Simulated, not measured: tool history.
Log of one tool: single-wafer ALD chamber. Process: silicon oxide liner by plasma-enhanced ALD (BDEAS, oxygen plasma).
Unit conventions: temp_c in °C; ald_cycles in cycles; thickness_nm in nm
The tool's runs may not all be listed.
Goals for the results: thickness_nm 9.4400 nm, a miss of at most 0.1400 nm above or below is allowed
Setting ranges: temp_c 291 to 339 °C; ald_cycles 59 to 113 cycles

{"run": 1, "day": 0.0, "temp_c": 315, "ald_cycles": 86, "thickness_nm": 7.6103}
{"run": 2, "day": 0.183, "temp_c": 319, "ald_cycles": 86, "thickness_nm": 7.5535}
{"run": 3, "day": 0.421, "temp_c": 310, "ald_cycles": 86, "thickness_nm": 7.6732}
{"run": 4, "day": 0.542, "temp_c": 309, "ald_cycles": 89, "thickness_nm": 7.92}
{"run": 5, "day": 0.625, "temp_c": 316, "ald_cycles": 89, "thickness_nm": 7.8822}
{"run": 6, "day": 0.7, "temp_c": 305, "ald_cycles": 89, "thickness_nm": 7.9634}
{"run": 7, "day": 0.892, "temp_c": 305, "ald_cycles": 92, "thickness_nm": 8.2936}
{"run": 8, "day": 1.071, "temp_c": 305, "ald_cycles": 94, "thickness_nm": 8.4534}
{"run": 9, "day": 1.196, "temp_c": 305, "ald_cycles": 96, "thickness_nm": 8.5935}
{"run": 10, "day": 1.304, "temp_c": 305, "ald_cycles": 98, "thickness_nm": 8.8369}
{"run": 11, "day": 1.533, "temp_c": 305, "ald_cycles": 99, "thickness_nm": 8.9253}
{"run": 12, "day": 1.608, "temp_c": 305, "ald_cycles": 100, "thickness_nm": 9.0266}
{"run": 13, "day": 1.892, "temp_c": 305, "ald_cycles": 100, "thickness_nm": 8.9774}
{"run": 14, "day": 2.212, "temp_c": 304, "ald_cycles": 101, "thickness_nm": 9.0874}
{"run": 15, "day": 2.292, "temp_c": 304, "ald_cycles": 102, "thickness_nm": 9.1662}

4 next moves are on the table. One of them brings every result within its allowed miss. Which?
{"run": "A", "day": 2.371, "temp_c": 297, "ald_cycles": 96, "thickness_nm": "?"}
{"run": "B", "day": 2.371, "temp_c": 309, "ald_cycles": 97, "thickness_nm": "?"}
{"run": "C", "day": 2.371, "temp_c": 304, "ald_cycles": 105, "thickness_nm": "?"}
{"run": "D", "day": 2.371, "temp_c": 301, "ald_cycles": 97, "thickness_nm": "?"}

move=A thickness_nm=8.8518
move=B thickness_nm=8.6582
move=C thickness_nm=9.4472
move=D thickness_nm=8.8202
A: misses by more than the last run did
B: misses by more than the last run did
C: all results in spec
D: misses by more than the last run did
Correct choice: C, which meets every target
